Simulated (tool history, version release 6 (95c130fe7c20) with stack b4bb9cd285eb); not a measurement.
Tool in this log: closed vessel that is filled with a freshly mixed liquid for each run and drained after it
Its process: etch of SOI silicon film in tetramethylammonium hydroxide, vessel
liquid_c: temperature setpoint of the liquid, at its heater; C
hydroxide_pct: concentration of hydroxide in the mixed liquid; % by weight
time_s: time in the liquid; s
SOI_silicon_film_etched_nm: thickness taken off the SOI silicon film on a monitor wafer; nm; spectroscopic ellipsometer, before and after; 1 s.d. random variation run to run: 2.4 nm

Run 1, hour 0.0: liquid_c 76.0 C, hydroxide_pct 12.5 % by weight, time_s 85 s. Result: SOI_silicon_film_etched_nm 688.36 nm.
Run 2, hour 3.2: liquid_c 73.0 C, hydroxide_pct 12.5 % by weight, time_s 85 s. Result: SOI_silicon_film_etched_nm 578.48 nm.
Run 3, hour 7.9: liquid_c 71.0 C, hydroxide_pct 12.5 % by weight, time_s 85 s. Result: SOI_silicon_film_etched_nm 519.96 nm.
Run 4, hour 11.0: liquid_c 69.5 C, hydroxide_pct 12.5 % by weight, time_s 85 s. Result: SOI_silicon_film_etched_nm 473.65 nm.
Run 5, hour 18.6: liquid_c 68.5 C, hydroxide_pct 12.5 % by weight, time_s 85 s. Result: SOI_silicon_film_etched_nm 447.96 nm.
Run 6, hour 25.7: liquid_c 68.5 C, hydroxide_pct 11.5 % by weight, time_s 85 s. Result: SOI_silicon_film_etched_nm 457.53 nm.
At hour 26.6: thermometer replaced.
Run 7, hour 26.6: liquid_c 67.5 C, hydroxide_pct 11.5 % by weight, time_s 85 s. Result: SOI_silicon_film_etched_nm 482.18 nm.

Run 8 has not been measured yet. What should we expect?
Run 8, hour 30.5: liquid_c 66.0 C, hydroxide_pct 11.5 % by weight, time_s 85 s. Result: SOI_silicon_film_etched_nm ?.

Run 8 yielded SOI_silicon_film_etched_nm 443.79 nm.
